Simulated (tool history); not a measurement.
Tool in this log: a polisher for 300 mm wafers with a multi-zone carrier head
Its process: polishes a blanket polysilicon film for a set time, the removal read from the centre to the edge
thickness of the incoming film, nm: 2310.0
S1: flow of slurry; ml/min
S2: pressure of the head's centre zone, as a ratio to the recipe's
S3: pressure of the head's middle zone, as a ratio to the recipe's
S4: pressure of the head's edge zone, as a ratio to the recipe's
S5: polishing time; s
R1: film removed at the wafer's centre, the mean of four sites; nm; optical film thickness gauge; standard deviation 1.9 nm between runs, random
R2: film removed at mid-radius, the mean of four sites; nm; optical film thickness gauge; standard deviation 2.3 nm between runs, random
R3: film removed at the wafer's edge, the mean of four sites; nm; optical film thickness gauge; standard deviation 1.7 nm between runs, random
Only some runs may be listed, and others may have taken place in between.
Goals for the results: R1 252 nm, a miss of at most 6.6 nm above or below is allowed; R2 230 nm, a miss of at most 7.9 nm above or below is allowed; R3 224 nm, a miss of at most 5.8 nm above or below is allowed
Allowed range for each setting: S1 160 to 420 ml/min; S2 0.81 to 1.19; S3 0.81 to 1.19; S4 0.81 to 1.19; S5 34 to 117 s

| run | hour | S1 | S2 | S3 | S4 | S5 | R1 | R2 | R3 |
|---|---|---|---|---|---|---|---|---|---|
| 1 | 0 | 270 | 1 | 1 | 1 | 75 | 353.63 | 350.33 | 361.46 |
| 2 | 9 | 270 | 1.06 | 1 | 1 | 75 | 369.19 | 346.56 | 361.46 |
| 3 | 14.3 | 270 | 1.01 | 1 | 1 | 75 | 354.69 | 345.63 | 362.6 |
| 4 | 17.3 | 270 | 1.02 | 1 | 0.98 | 70 | 328.58 | 324.63 | 332.03 |
| 5 | 23.1 | 270 | 1.02 | 0.94 | 0.98 | 70 | 330.92 | 310.63 | 332.37 |
| 6 | 29.7 | 270 | 1.1 | 0.94 | 0.98 | 70 | 363.46 | 311.06 | 335.39 |
| 7 | 38 | 270 | 1.1 | 0.94 | 0.98 | 70 | 365.99 | 313.39 | 336.68 |
| 8 | 39.9 | 275 | 1.1 | 0.94 | 0.96 | 66 | 344.32 | 295.42 | 312.75 |
| 9 | 48.7 | 280 | 1.09 | 0.94 | 0.94 | 63 | 326.47 | 278.33 | 296.21 |
| 10 | 51 | 280 | 1.08 | 0.95 | 0.92 | 61 | 309.21 | 277.21 | 279.26 |
|  | 56.3 | edge zone pressure recalibrated |
| 11 | 56.3 | 280 | 1.07 | 0.94 | 0.91 | 60 | 299.64 | 271.25 | 270.28 |
| 12 | 60.4 | 260 | 1.02 | 0.87 | 0.81 | 50 | 238.65 | 210.54 | 209.61 |
| 13 | 64.4 | 270 | 1.02 | 0.88 | 0.82 | 50 | 239.51 | 214.94 | 213.66 |

Next run, 4 choices. One meets every target within its allowed miss, the rest don't. Which?
| A | 68.4 | 180 | 0.94 | 0.9 | 0.86 | 54 | ? | ? | ? |
| B | 68.4 | 325 | 1.05 | 0.96 | 0.89 | 50 | ? | ? | ? |
| C | 68.4 | 240 | 1.11 | 0.94 | 0.81 | 48 | ? | ? | ? |
| D | 68.4 | 245 | 1.05 | 0.81 | 0.9 | 47 | ? | ? | ? |

| move | R1 | R2 | R3 |
|---|---|---|---|
| A | 229.55 | 228.76 | 228.81 |
| B | 248.13 | 229.19 | 221.46 |
| C | 246.51 | 212.85 | 200.88 |
| D | 228.42 | 190.51 | 206.67 |
A: brings the result that was furthest off to its target, and leaves another outside
B: meets every target
C: further off than the last run
D: further off than the last run
Go with B: it meets all targets.
